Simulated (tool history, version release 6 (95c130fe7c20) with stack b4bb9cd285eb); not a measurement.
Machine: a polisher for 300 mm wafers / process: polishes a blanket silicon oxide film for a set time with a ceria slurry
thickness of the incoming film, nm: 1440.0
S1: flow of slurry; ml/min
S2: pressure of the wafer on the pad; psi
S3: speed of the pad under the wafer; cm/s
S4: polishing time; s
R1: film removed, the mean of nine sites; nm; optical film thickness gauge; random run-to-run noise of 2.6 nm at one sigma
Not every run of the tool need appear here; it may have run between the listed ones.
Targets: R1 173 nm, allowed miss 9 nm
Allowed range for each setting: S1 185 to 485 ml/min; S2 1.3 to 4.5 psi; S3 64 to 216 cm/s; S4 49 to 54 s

Run 1, hour 0: S1 310 ml/min, S2 2.9 psi, S3 140 cm/s, S4 54 s. Result: R1 261.58 nm.
Run 2, hour 2.8: S1 310 ml/min, S2 2.6 psi, S3 138 cm/s, S4 54 s. Result: R1 240.64 nm.
Run 3, hour 7.1: S1 310 ml/min, S2 2.6 psi, S3 116 cm/s, S4 54 s. Result: R1 211.68 nm.
Run 4, hour 14.9: S1 310 ml/min, S2 2.6 psi, S3 148 cm/s, S4 54 s. Result: R1 243.8 nm.
Run 5, hour 20.9: S1 370 ml/min, S2 2.6 psi, S3 148 cm/s, S4 54 s. Result: R1 252.59 nm.
Run 6, hour 23.9: S1 370 ml/min, S2 2.3 psi, S3 146 cm/s, S4 54 s. Result: R1 222.16 nm.
Run 7, hour 32.8: S1 370 ml/min, S2 2.1 psi, S3 144 cm/s, S4 54 s. Result: R1 205.56 nm.
Run 8, hour 37.2: S1 370 ml/min, S2 2 psi, S3 144 cm/s, S4 54 s. Result: R1 187.98 nm.

Consider the 4 candidate settings below. Which is the only one whose results all fall within their allowed miss of target?
Run A, hour 41.6: S1 320 ml/min, S2 1.6 psi, S3 158 cm/s, S4 49 s. Result: R1 ?.
Run B, hour 41.6: S1 355 ml/min, S2 1.9 psi, S3 136 cm/s, S4 49 s. Result: R1 ?.
Run C, hour 41.6: S1 405 ml/min, S2 1.8 psi, S3 160 cm/s, S4 49 s. Result: R1 ?.
Run D, hour 41.6: S1 360 ml/min, S2 2.9 psi, S3 116 cm/s, S4 49 s. Result: R1 ?.

move      R1
   A  151.24
   B  159.91
   C  174.09
   D  213.51
A: takes the biggest miss from the last run beyond its target
B: takes the biggest miss from the last run beyond its target
C: all results land within tolerance of their targets
D: lands further from the targets than the last run did
The right move is C.
